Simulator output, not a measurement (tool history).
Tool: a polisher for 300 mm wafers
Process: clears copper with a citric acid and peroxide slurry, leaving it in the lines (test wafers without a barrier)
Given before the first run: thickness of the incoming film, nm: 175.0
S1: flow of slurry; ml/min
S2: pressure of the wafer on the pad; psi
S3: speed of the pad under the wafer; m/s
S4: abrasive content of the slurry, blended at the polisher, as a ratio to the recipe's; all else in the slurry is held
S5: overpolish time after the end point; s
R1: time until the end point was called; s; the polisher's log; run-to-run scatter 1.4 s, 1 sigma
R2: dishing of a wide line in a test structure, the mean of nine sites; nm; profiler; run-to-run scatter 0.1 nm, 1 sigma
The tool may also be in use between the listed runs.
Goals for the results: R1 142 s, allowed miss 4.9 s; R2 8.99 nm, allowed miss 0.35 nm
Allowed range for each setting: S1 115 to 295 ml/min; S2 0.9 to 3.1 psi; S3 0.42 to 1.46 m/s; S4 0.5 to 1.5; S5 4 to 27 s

run,hour,S1,S2,S3,S4,S5,R1,R2
1,0,190,2,0.94,1,14,100.79,16.97
2,5.1,195,1.8,0.94,1,13,112.7,14.141
3,5.9,195,1.8,0.94,1,8,110.28,9.258
4,11.6,195,1.5,0.94,1,8,131.25,7.6992
5,16.9,195,1.1,0.94,1,8,169.02,6.0374
6,20.6,195,1.2,0.94,1,9,161.15,7.2728
7,21.2,200,1.2,0.94,1,9,158.67,7.3375
8,29.4,200,1.2,0.94,1,9,157.99,7.1708
9,31.9,205,1.2,0.94,1,9,157.38,7.1658
10,36.7,210,1.3,0.94,1,10,147.26,8.5952

Consider the 5 candidate settings below. Which is the only one whose results all fall within their allowed miss of target?
A,41.5,205,1.6,0.88,1.05,8,?,?
B,41.5,220,1.3,0.98,1,9,?,?
C,41.5,210,1.4,0.9,1,9,?,?
D,41.5,210,1.6,0.82,0.95,10,?,?
E,41.5,195,1.3,0.96,1.1,9,?,?

move,R1,R2
A,131.06,7.82
B,141.64,8.0866
C,144.83,7.9321
D,141.9,8.9617
E,144.48,7.9366
A: lands further from the targets than the last run did
B: lands further from the targets than the last run did
C: lands further from the targets than the last run did
D: in spec on every target
E: lands further from the targets than the last run did
The right move is D.
